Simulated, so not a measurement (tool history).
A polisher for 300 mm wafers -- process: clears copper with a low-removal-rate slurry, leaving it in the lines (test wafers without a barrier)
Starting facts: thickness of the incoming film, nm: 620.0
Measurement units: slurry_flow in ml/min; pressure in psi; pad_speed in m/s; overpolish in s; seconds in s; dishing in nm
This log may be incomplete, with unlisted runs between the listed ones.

run	hour	slurry_flow	pressure	pad_speed	slurry_solids	overpolish	seconds	dishing
1	0.0	300	4.0	1.00	1.0	30	153.790	58.744
2	4.7	300	4.7	1.04	1.0	24	128.900	58.401
3	12.7	300	5.2	1.10	1.0	20	107.270	55.833
4	15.9	300	5.5	1.12	1.0	19	103.330	58.868
5	19.0	300	5.5	1.12	1.2	19	98.146	59.070
6	21.5	300	5.1	1.12	1.2	19	105.380	55.925
# hour 30.5: slurry blender recalibrated
7	30.5	300	5.4	1.14	1.2	18	92.992	59.895
8	35.3	300	5.6	1.14	1.2	17	87.726	59.599
9	38.4	300	5.7	1.14	1.2	16	89.788	57.335

Run 10 is up next; what results do you expect?
10	41.7	300	5.9	1.14	1.2	16	?	?

seconds: 83.442 s
dishing: 59.025 nm
